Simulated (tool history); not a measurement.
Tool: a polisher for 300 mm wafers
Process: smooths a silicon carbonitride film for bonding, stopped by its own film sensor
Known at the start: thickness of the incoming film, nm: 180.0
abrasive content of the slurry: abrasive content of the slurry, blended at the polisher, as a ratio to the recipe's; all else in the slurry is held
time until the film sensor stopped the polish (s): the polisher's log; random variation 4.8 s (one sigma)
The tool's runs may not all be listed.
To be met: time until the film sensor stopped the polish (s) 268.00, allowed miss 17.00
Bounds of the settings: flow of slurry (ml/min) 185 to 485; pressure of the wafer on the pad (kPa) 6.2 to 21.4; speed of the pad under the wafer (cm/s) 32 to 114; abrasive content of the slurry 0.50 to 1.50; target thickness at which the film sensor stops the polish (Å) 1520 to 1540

| run | hour | flow of slurry (ml/min) | pressure of the wafer on the pad (kPa) | speed of the pad under the wafer (cm/s) | abrasive content of the slurry | target thickness at which the film sensor stops the polish (Å) | time until the film sensor stopped the polish (s) |
|---|---|---|---|---|---|---|---|
| 1 | 0.0 | 310 | 13.8 | 72 | 1.00 | 1540 | 127.38 |
| 2 | 8.0 | 310 | 16.5 | 72 | 1.00 | 1540 | 113.15 |
| 3 | 9.2 | 310 | 14.5 | 64 | 0.95 | 1540 | 136.39 |
| 4 | 12.9 | 310 | 13.1 | 58 | 0.90 | 1540 | 163.22 |
| 5 | 17.6 | 310 | 11.7 | 54 | 0.90 | 1540 | 193.50 |
| 6 | 26.5 | 310 | 11.0 | 54 | 0.90 | 1540 | 202.13 |
| 7 | 30.4 | 310 | 10.3 | 54 | 0.90 | 1540 | 211.05 |
| 8 | 35.9 | 310 | 9.7 | 54 | 0.90 | 1540 | 225.39 |
| 9 | 42.3 | 310 | 9.0 | 54 | 0.90 | 1540 | 244.70 |
| 10 | 50.7 | 310 | 7.6 | 54 | 0.90 | 1540 | 285.25 |

Which of these 5 next moves meets every target?
| A | 59.1 | 285 | 7.6 | 52 | 0.90 | 1530 | ? |
| B | 59.1 | 305 | 9.7 | 60 | 0.70 | 1540 | ? |
| C | 59.1 | 355 | 9.0 | 46 | 1.15 | 1540 | ? |
| D | 59.1 | 340 | 9.7 | 56 | 0.65 | 1530 | ? |
| E | 59.1 | 315 | 9.7 | 54 | 1.00 | 1540 | ? |

| move | time until the film sensor stopped the polish (s) |
|---|---|
| A | 309.10 |
| B | 272.25 |
| C | 226.82 |
| D | 315.61 |
| E | 213.86 |
A: further off than the last run
B: meets every target
C: takes the result that was furthest off past its target
D: further off than the last run
E: takes the result that was furthest off past its target
Move B is the one to make.
